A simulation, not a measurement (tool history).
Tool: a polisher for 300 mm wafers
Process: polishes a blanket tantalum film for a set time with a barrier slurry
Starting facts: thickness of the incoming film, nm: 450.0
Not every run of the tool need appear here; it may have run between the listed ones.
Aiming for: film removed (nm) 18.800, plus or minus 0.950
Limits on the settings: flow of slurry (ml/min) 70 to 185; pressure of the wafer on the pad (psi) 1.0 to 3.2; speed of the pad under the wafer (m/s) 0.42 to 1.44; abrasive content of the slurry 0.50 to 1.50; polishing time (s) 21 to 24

run  hour  flow of slurry (ml/min)  pressure of the wafer on the pad (psi)  speed of the pad under the wafer (m/s)  abrasive content of the slurry  polishing time (s)  film removed (nm)
  1   0.0                      120                                     2.1                                    0.92                            1.00                  24             33.646
  2   3.7                      120                                     2.6                                    0.92                            1.00                  24             40.932
  3  11.8                      120                                     2.6                                    1.06                            1.00                  24             46.407
  4  12.7                      120                                     2.2                                    1.00                            1.00                  24             38.338
  5  21.6                      120                                     1.9                                    0.94                            1.00                  24             31.667
  6  30.4                      120                                     1.7                                    0.90                            1.00                  24             27.866
  7  36.1                      120                                     1.5                                    0.88                            1.00                  24             24.661
  8  44.1                      120                                     1.4                                    0.88                            1.00                  24             22.678
  9  50.6                      120                                     1.3                                    0.88                            1.00                  24             21.777
 10  53.9                      120                                     1.2                                    0.88                            1.00                  24             20.879

Which one of the following 4 next-run settings gets every result inside its allowed miss? There is exactly one.
  A  57.2                      140                                     1.1                                    0.98                            0.95                  23                  ?
  B  57.2                      140                                     1.3                                    0.90                            1.10                  24                  ?
  C  57.2                      115                                     1.2                                    0.80                            0.95                  24                  ?
  D  57.2                      140                                     1.0                                    0.88                            1.35                  21                  ?

move  film removed (nm)
   A             20.606
   B             23.118
   C             18.213
   D             16.963
A: nearer the targets than the last run, but a result is still out of spec
B: lands further from the targets than the last run did
C: all results land within tolerance of their targets
D: carries the result that was furthest off beyond its target, to the other side
Answer: C

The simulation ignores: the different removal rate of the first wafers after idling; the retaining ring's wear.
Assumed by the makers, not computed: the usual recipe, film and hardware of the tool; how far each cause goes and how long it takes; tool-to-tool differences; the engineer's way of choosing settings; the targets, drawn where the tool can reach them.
